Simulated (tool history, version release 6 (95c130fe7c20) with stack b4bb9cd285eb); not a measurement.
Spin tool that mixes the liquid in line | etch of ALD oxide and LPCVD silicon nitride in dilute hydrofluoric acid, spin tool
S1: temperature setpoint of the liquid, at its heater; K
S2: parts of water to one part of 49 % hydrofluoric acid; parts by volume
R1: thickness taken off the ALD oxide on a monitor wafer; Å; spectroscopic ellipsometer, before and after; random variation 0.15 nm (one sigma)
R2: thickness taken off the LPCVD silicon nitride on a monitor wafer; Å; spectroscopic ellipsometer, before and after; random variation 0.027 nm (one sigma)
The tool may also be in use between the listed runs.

Run 1, day 0: S1 294.15 K, S2 90 parts by volume, time under the liquid (s) 120. Result: R1 258.44 Å, R2 6.7625 Å.
Run 2, day 0.308: S1 293.15 K, S2 90 parts by volume, time under the liquid (s) 120. Result: R1 252.14 Å, R2 6.4366 Å.
Run 3, day 0.383: S1 293.15 K, S2 110 parts by volume, time under the liquid (s) 120. Result: R1 200.79 Å, R2 5.2876 Å.
Run 4, day 0.625: S1 293.15 K, S2 110 parts by volume, time under the liquid (s) 85. Result: R1 142.35 Å, R2 3.449 Å.
Run 5, day 0.758: S1 294.65 K, S2 105 parts by volume, time under the liquid (s) 85. Result: R1 161.55 Å, R2 3.9161 Å.
Run 6, day 1.104: S1 293.15 K, S2 105 parts by volume, time under the liquid (s) 85. Result: R1 150.34 Å, R2 3.825 Å.

What will run 7 give?
Run 7, day 1.321: S1 295.15 K, S2 105 parts by volume, time under the liquid (s) 85. Result: R1 ?, R2 ?.

R1: 163.56 Å
R2: 4.0355 Å
